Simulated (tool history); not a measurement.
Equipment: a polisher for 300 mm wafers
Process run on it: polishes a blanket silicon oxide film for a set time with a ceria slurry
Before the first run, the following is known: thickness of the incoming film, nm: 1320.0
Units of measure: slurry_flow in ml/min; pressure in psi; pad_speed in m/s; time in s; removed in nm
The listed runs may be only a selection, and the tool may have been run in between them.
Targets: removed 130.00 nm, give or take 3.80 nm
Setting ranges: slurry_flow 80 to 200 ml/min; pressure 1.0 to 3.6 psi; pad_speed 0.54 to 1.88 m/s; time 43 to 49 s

Run 1, hour 0.0: slurry_flow 130 ml/min, pressure 2.3 psi, pad_speed 1.20 m/s, time 49 s. Result: removed 207.31 nm.
Run 2, hour 4.0: slurry_flow 125 ml/min, pressure 2.0 psi, pad_speed 1.20 m/s, time 49 s. Result: removed 191.21 nm.
Run 3, hour 8.4: slurry_flow 125 ml/min, pressure 1.7 psi, pad_speed 1.18 m/s, time 49 s. Result: removed 170.51 nm.
Run 4, hour 17.4: slurry_flow 125 ml/min, pressure 1.2 psi, pad_speed 1.18 m/s, time 49 s. Result: removed 145.67 nm.
Run 5, hour 19.5: slurry_flow 150 ml/min, pressure 1.2 psi, pad_speed 1.18 m/s, time 49 s. Result: removed 152.09 nm.
Run 6, hour 27.1: slurry_flow 135 ml/min, pressure 1.1 psi, pad_speed 1.18 m/s, time 49 s. Result: removed 141.38 nm.
Run 7, hour 32.9: slurry_flow 125 ml/min, pressure 1.1 psi, pad_speed 1.18 m/s, time 49 s. Result: removed 140.10 nm.
Run 8, hour 36.3: slurry_flow 120 ml/min, pressure 1.1 psi, pad_speed 1.18 m/s, time 49 s. Result: removed 139.77 nm.
Run 9, hour 41.2: slurry_flow 115 ml/min, pressure 1.1 psi, pad_speed 1.18 m/s, time 49 s. Result: removed 137.39 nm.
Run 10, hour 44.1: slurry_flow 115 ml/min, pressure 1.1 psi, pad_speed 1.18 m/s, time 49 s. Result: removed 136.89 nm.
Run 11, hour 48.2: slurry_flow 110 ml/min, pressure 1.1 psi, pad_speed 1.18 m/s, time 49 s. Result: removed 136.35 nm.
Run 12, hour 56.7: slurry_flow 105 ml/min, pressure 1.1 psi, pad_speed 1.18 m/s, time 49 s. Result: removed 135.36 nm.

Pick the move, out of 5, that brings all results within their allowed miss; only one does.
Run A, hour 65.2: slurry_flow 105 ml/min, pressure 1.1 psi, pad_speed 1.24 m/s, time 45 s. Result: removed ?.
Run B, hour 65.2: slurry_flow 80 ml/min, pressure 1.1 psi, pad_speed 1.48 m/s, time 44 s. Result: removed ?.
Run C, hour 65.2: slurry_flow 85 ml/min, pressure 1.5 psi, pad_speed 1.18 m/s, time 47 s. Result: removed ?.
Run D, hour 65.2: slurry_flow 95 ml/min, pressure 1.5 psi, pad_speed 1.16 m/s, time 46 s. Result: removed ?.
Run E, hour 65.2: slurry_flow 105 ml/min, pressure 1.2 psi, pad_speed 1.22 m/s, time 47 s. Result: removed ?.

move  removed
   A   129.19
   B   137.37
   C   138.64
   D   138.46
   E   137.86
A: every result within its allowed miss
B: moves away from the targets compared with the last run
C: moves away from the targets compared with the last run
D: moves away from the targets compared with the last run
E: moves away from the targets compared with the last run
Correct choice: A, which meets every target

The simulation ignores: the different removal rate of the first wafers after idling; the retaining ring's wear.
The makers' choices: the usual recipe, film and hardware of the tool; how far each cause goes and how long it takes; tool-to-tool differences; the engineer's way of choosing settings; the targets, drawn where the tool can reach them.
